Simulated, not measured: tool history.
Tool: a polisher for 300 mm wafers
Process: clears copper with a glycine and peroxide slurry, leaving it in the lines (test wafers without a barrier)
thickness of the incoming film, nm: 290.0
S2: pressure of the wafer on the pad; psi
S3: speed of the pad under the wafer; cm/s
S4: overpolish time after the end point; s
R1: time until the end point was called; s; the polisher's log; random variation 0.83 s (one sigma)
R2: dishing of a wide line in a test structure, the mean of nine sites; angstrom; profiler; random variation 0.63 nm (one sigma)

{"run": 1, "hour": 0.0, "flow of slurry (ml/min)": 190, "S2": 1.8, "S3": 108, "S4": 15, "R1": 50.279, "R2": 425.36}
{"run": 2, "hour": 5.3, "flow of slurry (ml/min)": 190, "S2": 2.2, "S3": 108, "S4": 15, "R1": 43.261, "R2": 474.64}
{"run": 3, "hour": 12.1, "flow of slurry (ml/min)": 160, "S2": 2.2, "S3": 108, "S4": 15, "R1": 44.704, "R2": 456.28}
{"run": 4, "hour": 18.1, "flow of slurry (ml/min)": 160, "S2": 2.2, "S3": 132, "S4": 15, "R1": 37.152, "R2": 491.04}
{"run": 5, "hour": 26.9, "flow of slurry (ml/min)": 160, "S2": 2.2, "S3": 144, "S4": 15, "R1": 35.307, "R2": 498.08}
{"run": 6, "hour": 32.6, "flow of slurry (ml/min)": 160, "S2": 2.1, "S3": 142, "S4": 16, "R1": 36.555, "R2": 505.1}
{"run": 7, "hour": 41.6, "flow of slurry (ml/min)": 160, "S2": 2.0, "S3": 140, "S4": 17, "R1": 38.964, "R2": 511.73}
{"run": 8, "hour": 45.6, "flow of slurry (ml/min)": 160, "S2": 1.9, "S3": 138, "S4": 18, "R1": 40.273, "R2": 512.67}
{"run": 9, "hour": 52.2, "flow of slurry (ml/min)": 160, "S2": 1.8, "S3": 136, "S4": 19, "R1": 43.158, "R2": 507.83}
{"run": 10, "hour": 54.8, "flow of slurry (ml/min)": 160, "S2": 1.7, "S3": 134, "S4": 20, "R1": 46.449, "R2": 505.64}

The next listed run, before its measurement:
{"run": 11, "hour": 62.1, "flow of slurry (ml/min)": 160, "S2": 1.7, "S3": 134, "S4": 20, "R1": "?", "R2": "?"}

R1: 46.126 s
R2: 518.25 angstrom
